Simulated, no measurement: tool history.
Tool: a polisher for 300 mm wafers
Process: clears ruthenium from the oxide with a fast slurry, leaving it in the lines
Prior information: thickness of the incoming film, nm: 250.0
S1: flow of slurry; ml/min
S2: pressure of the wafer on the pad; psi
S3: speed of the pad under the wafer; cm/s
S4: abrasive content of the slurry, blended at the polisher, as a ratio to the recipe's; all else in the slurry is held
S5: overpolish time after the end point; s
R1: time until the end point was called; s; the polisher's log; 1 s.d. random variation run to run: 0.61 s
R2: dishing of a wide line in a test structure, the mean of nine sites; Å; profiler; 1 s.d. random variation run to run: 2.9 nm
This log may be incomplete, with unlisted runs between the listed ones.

Run 1, day 0.000: S1 285 ml/min, S2 3.1 psi, S3 120 cm/s, S4 1.0, S5 29 s. Result: R1 42.177 s, R2 985.41 Å.
Run 2, day 0.346: S1 225 ml/min, S2 3.1 psi, S3 120 cm/s, S4 1.0, S5 29 s. Result: R1 44.060 s, R2 990.12 Å.
Run 3, day 0.683: S1 225 ml/min, S2 3.4 psi, S3 120 cm/s, S4 1.0, S5 29 s. Result: R1 38.951 s, R2 1027.10 Å.
Run 4, day 0.992: S1 250 ml/min, S2 3.4 psi, S3 120 cm/s, S4 1.0, S5 29 s. Result: R1 41.615 s, R2 1091.70 Å.
Run 5, day 1.350: S1 250 ml/min, S2 3.7 psi, S3 122 cm/s, S4 1.0, S5 29 s. Result: R1 36.771 s, R2 1112.60 Å.
Run 6, day 1.546: S1 250 ml/min, S2 3.7 psi, S3 92 cm/s, S4 1.0, S5 29 s. Result: R1 49.924 s, R2 941.88 Å.
Run 7, day 1.883: S1 250 ml/min, S2 3.9 psi, S3 98 cm/s, S4 1.0, S5 31 s. Result: R1 42.293 s, R2 1007.40 Å.
Run 8, day 2.192: S1 250 ml/min, S2 3.9 psi, S3 102 cm/s, S4 1.0, S5 35 s. Result: R1 43.194 s, R2 1188.00 Å.
Run 9, day 2.562: S1 250 ml/min, S2 4.1 psi, S3 104 cm/s, S4 1.0, S5 36 s. Result: R1 39.463 s, R2 1286.70 Å.
Run 10, day 2.904: S1 250 ml/min, S2 4.3 psi, S3 104 cm/s, S4 1.0, S5 37 s. Result: R1 38.515 s, R2 1303.40 Å.
Run 11, day 3.092: S1 250 ml/min, S2 4.4 psi, S3 106 cm/s, S4 1.0, S5 38 s. Result: R1 36.262 s, R2 1340.60 Å.
Run 12, day 3.225: S1 250 ml/min, S2 4.5 psi, S3 108 cm/s, S4 1.0, S5 39 s. Result: R1 36.142 s, R2 1434.20 Å.

Expected results for the next run?
Run 13, day 3.321: S1 250 ml/min, S2 4.6 psi, S3 110 cm/s, S4 1.0, S5 39 s. Result: R1 ?, R2 ?.

{"run 13": {"R1": 33.812, "R2": 1457.5}}

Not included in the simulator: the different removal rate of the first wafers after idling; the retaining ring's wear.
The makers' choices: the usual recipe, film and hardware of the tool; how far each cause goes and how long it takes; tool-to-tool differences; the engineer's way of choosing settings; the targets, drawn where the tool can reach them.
